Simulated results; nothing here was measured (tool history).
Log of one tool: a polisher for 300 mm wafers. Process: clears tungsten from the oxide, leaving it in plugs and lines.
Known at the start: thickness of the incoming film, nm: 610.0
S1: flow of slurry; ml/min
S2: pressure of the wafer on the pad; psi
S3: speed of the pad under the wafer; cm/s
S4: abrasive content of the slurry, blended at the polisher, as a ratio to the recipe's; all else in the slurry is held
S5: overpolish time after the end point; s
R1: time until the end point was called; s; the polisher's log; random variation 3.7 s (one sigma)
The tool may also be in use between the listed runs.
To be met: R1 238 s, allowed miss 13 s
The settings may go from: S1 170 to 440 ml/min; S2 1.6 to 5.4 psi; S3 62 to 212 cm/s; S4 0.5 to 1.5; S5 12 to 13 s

run  hour   S1   S2   S3  S4  S5      R1
  1     0  280  3.5  136   1  12  132.93
  2   4.3  280  3.5  136   1  13  128.67
  3   8.3  280  3.3  134   1  13  137.49
  4    17  280  3.1  132   1  13  152.72
  5  21.5  280  2.9  132   1  13  156.65
  6  23.7  280  2.9  132   1  13  153.97
  7  30.7  280  1.9  118   1  13  261.65
  8  31.3  280    2  118   1  13  251.19

Which of these 4 next moves meets every target?
  A  31.9  205  2.1  110     1  13   ?
  B  31.9  295  1.8  124  1.05  13   ?
  C  31.9  275    2  112  1.05  13   ?
  D  31.9  265  2.2  118  0.95  13   ?

move      R1
   A   262.5
   B  256.12
   C  257.62
   D  229.41
A: further off than the last run
B: further off than the last run
C: further off than the last run
D: meets every target
Answer: D
